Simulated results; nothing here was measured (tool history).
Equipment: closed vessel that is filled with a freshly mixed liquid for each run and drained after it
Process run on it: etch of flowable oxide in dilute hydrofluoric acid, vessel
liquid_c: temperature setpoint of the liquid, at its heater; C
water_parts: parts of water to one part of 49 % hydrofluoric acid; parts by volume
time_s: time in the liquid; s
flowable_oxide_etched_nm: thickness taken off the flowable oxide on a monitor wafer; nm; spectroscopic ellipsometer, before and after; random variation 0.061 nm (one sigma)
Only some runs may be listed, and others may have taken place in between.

| run | day | liquid_c | water_parts | time_s | flowable_oxide_etched_nm |
|---|---|---|---|---|---|
| 1 | 0.000 | 23.0 | 180 | 30 | 7.7876 |
| 2 | 0.142 | 24.0 | 180 | 30 | 8.1090 |
| 3 | 0.367 | 24.0 | 180 | 30 | 8.1303 |
| 4 | 0.629 | 22.0 | 180 | 30 | 7.4721 |
| 5 | 0.704 | 23.5 | 180 | 30 | 7.9845 |
| 6 | 1.012 | 23.5 | 180 | 30 | 8.0143 |
| 7 | 1.238 | 24.5 | 180 | 30 | 8.2877 |

Expected results for the next run?
| 8 | 1.400 | 25.0 | 180 | 30 | ? |

{"run 8": {"flowable_oxide_etched_nm": 8.4037}}

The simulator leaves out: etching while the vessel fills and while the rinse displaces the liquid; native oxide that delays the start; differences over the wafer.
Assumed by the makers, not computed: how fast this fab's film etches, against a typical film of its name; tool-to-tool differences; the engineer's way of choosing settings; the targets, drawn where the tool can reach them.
